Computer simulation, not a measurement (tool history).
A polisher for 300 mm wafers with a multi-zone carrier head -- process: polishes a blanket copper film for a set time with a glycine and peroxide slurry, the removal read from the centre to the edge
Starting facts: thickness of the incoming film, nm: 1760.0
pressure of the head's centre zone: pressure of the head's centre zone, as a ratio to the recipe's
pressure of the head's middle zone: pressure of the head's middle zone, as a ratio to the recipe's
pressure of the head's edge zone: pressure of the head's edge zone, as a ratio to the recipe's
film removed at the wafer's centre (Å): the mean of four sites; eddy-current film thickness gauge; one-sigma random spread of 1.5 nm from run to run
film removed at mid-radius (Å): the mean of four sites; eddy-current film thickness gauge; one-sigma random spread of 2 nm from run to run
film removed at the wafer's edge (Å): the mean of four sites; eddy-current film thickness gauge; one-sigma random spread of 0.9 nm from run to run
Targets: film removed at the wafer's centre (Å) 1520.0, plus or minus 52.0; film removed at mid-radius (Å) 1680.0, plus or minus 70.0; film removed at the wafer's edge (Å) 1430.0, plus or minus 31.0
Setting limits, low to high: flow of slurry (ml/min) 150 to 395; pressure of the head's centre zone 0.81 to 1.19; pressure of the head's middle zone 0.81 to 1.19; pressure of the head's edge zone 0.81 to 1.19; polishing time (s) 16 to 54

run    day  flow of slurry (ml/min)  pressure of the head's centre zone  pressure of the head's middle zone  pressure of the head's edge zone  polishing time (s)  film removed at the wafer's centre (Å)  film removed at mid-radius (Å)  film removed at the wafer's edge (Å)
  1  0.000                      250                                1.00                                1.00                              1.00                  35                                  2742.0                          2751.6                                2701.1
  2  0.333                      245                                0.99                                1.01                              0.97                  32                                  2486.9                          2515.9                                2433.2
  3  0.662                      215                                0.99                                1.01                              0.97                  32                                  2443.1                          2394.2                                2390.6
  4  0.912                      190                                0.99                                1.01                              0.97                  32                                  2393.9                          2438.4                                2358.9
  5  1.054                      150                                0.99                                1.01                              0.97                  32                                  2255.1                          2263.4                                2294.3
  6  1.079                      150                                0.99                                1.01                              0.91                  32                                  2305.5                          2273.8                                2238.3
  7  1.200                      160                                0.98                                1.03                              0.90                  29                                  2113.0                          2106.2                                1997.0
  8  1.475                      170                                0.88                                1.09                              0.83                  19                                  1265.0                          1488.3                                1298.0
  9  1.838                      190                                0.89                                1.09                              0.84                  19                                  1280.6                          1519.0                                1309.4
 10  2.062                      260                                0.99                                1.11                              0.94                  20                                  1572.7                          1693.0                                1507.3

Which one of the following 5 next-run settings gets every result inside its allowed miss? There is exactly one.
  A  2.288                      290                                0.95                                1.02                              0.97                  21                                       ?                               ?                                     ?
  B  2.288                      235                                1.04                                1.05                              0.96                  21                                       ?                               ?                                     ?
  C  2.288                      210                                0.94                                1.01                              0.90                  21                                       ?                               ?                                     ?
  D  2.288                      345                                0.98                                1.09                              0.96                  20                                       ?                               ?                                     ?
  E  2.288                      190                                1.01                                1.17                              0.91                  20                                       ?                               ?                                     ?

move  film removed at the wafer's centre (Å)  film removed at mid-radius (Å)  film removed at the wafer's edge (Å)
   A                                  1591.3                          1673.9                                1628.5
   B                                  1693.3                          1672.4                                1589.5
   C                                  1504.7                          1593.5                                1525.0
   D                                  1592.7                          1715.0                                1561.8
   E                                  1513.0                          1693.0                                1439.4
A: further off than the last run
B: further off than the last run
C: further off than the last run
D: further off than the last run
E: in spec on every target
E meets every target.
